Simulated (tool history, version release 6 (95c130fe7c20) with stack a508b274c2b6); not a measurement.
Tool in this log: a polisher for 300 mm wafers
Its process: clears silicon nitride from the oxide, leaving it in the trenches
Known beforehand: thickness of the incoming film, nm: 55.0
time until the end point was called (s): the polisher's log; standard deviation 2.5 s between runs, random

run  hour  flow of slurry (ml/min)  pressure of the wafer on the pad (kPa)  speed of the pad under the wafer (cm/s)  overpolish time after the end point (s)  time until the end point was called (s)
  1   0.0                      225                                    15.2                                       76                                        9                                   127.11
  2   5.0                      225                                    14.5                                       76                                        9                                   128.72
  3  10.1                      225                                    13.8                                       76                                        9                                   136.37
  4  14.5                      225                                    13.8                                       76                                        9                                   133.88
  5  17.1                      225                                    13.1                                       76                                        9                                   144.30
  6  23.1                      225                                    13.1                                       92                                        9                                   118.15
  7  29.4                      225                                    12.4                                       92                                        9                                   130.76
  8  31.6                      225                                    11.7                                       92                                        9                                   132.31
  9  39.1                      225                                     7.6                                       90                                        9                                   209.60
 10  39.6                      225                                     8.3                                       90                                        9                                   192.00

For run 11, what comes out?
 11  47.0                      225                                     9.0                                       90                                        9                                        ?

time until the end point was called (s): 177.20
